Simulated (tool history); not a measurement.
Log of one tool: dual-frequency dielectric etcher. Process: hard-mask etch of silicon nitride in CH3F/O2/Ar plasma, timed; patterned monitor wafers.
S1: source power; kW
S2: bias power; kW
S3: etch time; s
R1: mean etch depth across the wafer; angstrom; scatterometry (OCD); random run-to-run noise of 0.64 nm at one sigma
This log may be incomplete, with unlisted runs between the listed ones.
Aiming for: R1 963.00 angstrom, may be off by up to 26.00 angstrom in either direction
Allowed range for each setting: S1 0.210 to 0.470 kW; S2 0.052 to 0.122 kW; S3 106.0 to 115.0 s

run,hour,S1,S2,S3,R1
1,0.0,0.340,0.087,115.0,852.81
2,8.5,0.350,0.088,115.0,859.56
3,15.2,0.350,0.088,106.0,786.19
4,16.2,0.350,0.088,106.0,791.86
5,17.6,0.350,0.088,106.0,783.29
6,19.7,0.350,0.081,106.0,762.93
7,21.3,0.360,0.085,106.5,784.53
8,30.1,0.360,0.089,107.0,800.57
9,39.0,0.360,0.092,108.0,820.54
10,48.0,0.360,0.095,108.5,831.80
11,51.7,0.360,0.098,109.0,851.23
12,59.4,0.360,0.100,109.5,857.85
13,63.5,0.360,0.102,110.0,878.10
14,71.7,0.360,0.104,110.5,877.52
15,78.6,0.360,0.106,111.0,896.41

Below are 5 possible settings for the next run. Only one of them brings all results inside the allowed miss of their targets. Which is it?
A,85.5,0.390,0.089,115.0,?
B,85.5,0.320,0.106,110.5,?
C,85.5,0.350,0.094,107.0,?
D,85.5,0.440,0.121,106.0,?
E,85.5,0.340,0.097,109.5,?

move,R1
A,891.54
B,868.03
C,821.28
D,964.51
E,844.10
A: moves away from the targets compared with the last run
B: moves away from the targets compared with the last run
C: moves away from the targets compared with the last run
D: in spec on every target
E: moves away from the targets compared with the last run
Go with D: it meets all targets.
